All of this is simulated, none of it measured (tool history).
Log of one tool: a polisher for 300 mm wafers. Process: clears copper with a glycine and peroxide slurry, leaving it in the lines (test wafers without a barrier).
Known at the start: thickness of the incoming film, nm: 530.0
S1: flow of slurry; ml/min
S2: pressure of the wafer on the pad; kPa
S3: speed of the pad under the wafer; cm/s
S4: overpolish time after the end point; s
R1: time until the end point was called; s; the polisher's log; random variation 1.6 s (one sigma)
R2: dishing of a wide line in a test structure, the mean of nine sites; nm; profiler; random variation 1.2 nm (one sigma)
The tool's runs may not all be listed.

run    day   S1    S2   S3  S4      R1      R2
  1      0  305  19.3  108  17  84.834  63.757
  2  0.154  305  19.3   82  17  103.39  55.416
  3  0.467  305  19.3   82  14  107.72  46.571
  4  0.571  305    20   84  16  99.569  54.565
  5  0.662  305  20.7   84  17  95.905  56.696
  6  0.725  305  20.7   84  23  97.126  70.745

Forecast run 7:
  7  1.025  305  21.4  84  24   ?   ?

R1: 92.643 s
R2: 74.537 nm
